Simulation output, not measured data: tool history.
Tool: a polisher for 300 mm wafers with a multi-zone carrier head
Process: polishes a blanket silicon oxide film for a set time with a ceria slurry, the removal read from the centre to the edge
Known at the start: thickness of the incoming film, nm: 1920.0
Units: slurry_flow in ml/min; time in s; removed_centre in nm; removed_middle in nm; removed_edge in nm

run  hour  slurry_flow  centre_zone  middle_zone  edge_zone  time  removed_centre  removed_middle  removed_edge
  1   0.0          260         1.00         1.00       1.00    47          182.14          184.01        180.02
  2   1.5          260         1.00         1.00       0.96    47          181.90          188.65        175.08
  3  10.1          260         1.00         1.06       0.96    47          183.75          194.92        178.30
  4  14.6          260         1.00         1.03       0.96    47          183.95          189.96        176.21
  5  17.6          250         0.98         1.00       0.95    47          178.88          186.72        172.83
  6  23.1          225         0.98         1.00       0.95    47          174.88          184.79        175.64
  7  23.8          220         0.96         0.98       0.94    47          172.08          180.24        172.45
  8  32.3          215         0.94         0.97       0.93    47          168.91          178.85        170.44
  9  33.2          210         0.92         0.96       0.92    47          164.30          175.56        169.95

The next listed run, before its measurement:
 10  36.0          210         0.91         0.95       0.90    47               ?               ?             ?

Run 10 gave removed_centre 157.59 nm, removed_middle 174.04 nm, removed_edge 169.30 nm.
